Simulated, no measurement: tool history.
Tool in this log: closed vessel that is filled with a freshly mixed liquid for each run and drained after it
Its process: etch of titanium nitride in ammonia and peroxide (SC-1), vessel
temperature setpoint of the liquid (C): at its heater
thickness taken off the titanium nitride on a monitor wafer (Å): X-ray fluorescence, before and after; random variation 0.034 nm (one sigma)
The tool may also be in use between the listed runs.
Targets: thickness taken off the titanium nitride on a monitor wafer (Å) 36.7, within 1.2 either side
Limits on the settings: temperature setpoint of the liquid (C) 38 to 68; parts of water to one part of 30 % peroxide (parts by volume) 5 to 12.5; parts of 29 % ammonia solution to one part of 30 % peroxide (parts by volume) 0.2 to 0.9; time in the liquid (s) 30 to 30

run	day	temperature setpoint of the liquid (C)	parts of water to one part of 30 % peroxide (parts by volume)	parts of 29 % ammonia solution to one part of 30 % peroxide (parts by volume)	time in the liquid (s)	thickness taken off the titanium nitride on a monitor wafer (Å)
1	0	52	7	0.5	30	21.296
2	0.175	45.5	7	0.5	30	13.366
3	0.446	48	7	0.5	30	15.916
4	0.521	50	7	0.5	30	18.268
5	0.629	50	7	0.6	30	18.731
6	0.829	51.5	7	0.6	30	21.21
7	1.017	53	7	0.6	30	23.292
8	1.171	61	7	0.6	30	40.484

5 next moves are on the table. One of them brings every result within its allowed miss. Which?
A	1.325	61	6	0.65	30	?
B	1.325	61.5	8.5	0.4	30	?
C	1.325	57.5	5.5	0.5	30	?
D	1.325	64	9.5	0.75	30	?
E	1.325	59.5	6.5	0.55	30	?

move	thickness taken off the titanium nitride on a monitor wafer (Å)
A	42.655
B	34.256
C	33.901
D	42.272
E	36.269
A: moves away from the targets compared with the last run
B: carries the result that was furthest off beyond its target, to the other side
C: carries the result that was furthest off beyond its target, to the other side
D: moves away from the targets compared with the last run
E: every result within its allowed miss
Move E is the one to make.
